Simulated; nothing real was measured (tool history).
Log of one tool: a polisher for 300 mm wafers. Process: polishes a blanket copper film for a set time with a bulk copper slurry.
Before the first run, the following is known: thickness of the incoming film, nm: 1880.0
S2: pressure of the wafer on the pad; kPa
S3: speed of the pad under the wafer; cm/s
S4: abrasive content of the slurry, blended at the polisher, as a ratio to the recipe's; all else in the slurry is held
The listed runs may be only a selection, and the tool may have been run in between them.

run 1 hour=0 | flow_of_slurry_(ml/min)=290 S2=19.3 S3=92 S4=1 polishing_time_(s)=52 | film_removed_(nm)=484.76
run 2 hour=7.2 | flow_of_slurry_(ml/min)=290 S2=17.9 S3=92 S4=1 polishing_time_(s)=52 | film_removed_(nm)=450.46
run 3 hour=8.8 | flow_of_slurry_(ml/min)=290 S2=17.9 S3=110 S4=1 polishing_time_(s)=52 | film_removed_(nm)=543.28
run 4 hour=17.4 | flow_of_slurry_(ml/min)=290 S2=15.9 S3=108 S4=1 polishing_time_(s)=52 | film_removed_(nm)=480.99
run 5 hour=21 | flow_of_slurry_(ml/min)=290 S2=15.9 S3=128 S4=1 polishing_time_(s)=52 | film_removed_(nm)=554.99
run 6 hour=29.8 | flow_of_slurry_(ml/min)=290 S2=13.8 S3=126 S4=1 polishing_time_(s)=52 | film_removed_(nm)=469.48
run 7 hour=32.4 | flow_of_slurry_(ml/min)=290 S2=12.4 S3=126 S4=1 polishing_time_(s)=52 | film_removed_(nm)=424.66

Estimate the outcome of run 8 from the log above:
run 8 hour=41.2 | flow_of_slurry_(ml/min)=290 S2=11.7 S3=126 S4=1 polishing_time_(s)=52 | film_removed_(nm)=?

Run 8 gave film removed (nm) 404.53.

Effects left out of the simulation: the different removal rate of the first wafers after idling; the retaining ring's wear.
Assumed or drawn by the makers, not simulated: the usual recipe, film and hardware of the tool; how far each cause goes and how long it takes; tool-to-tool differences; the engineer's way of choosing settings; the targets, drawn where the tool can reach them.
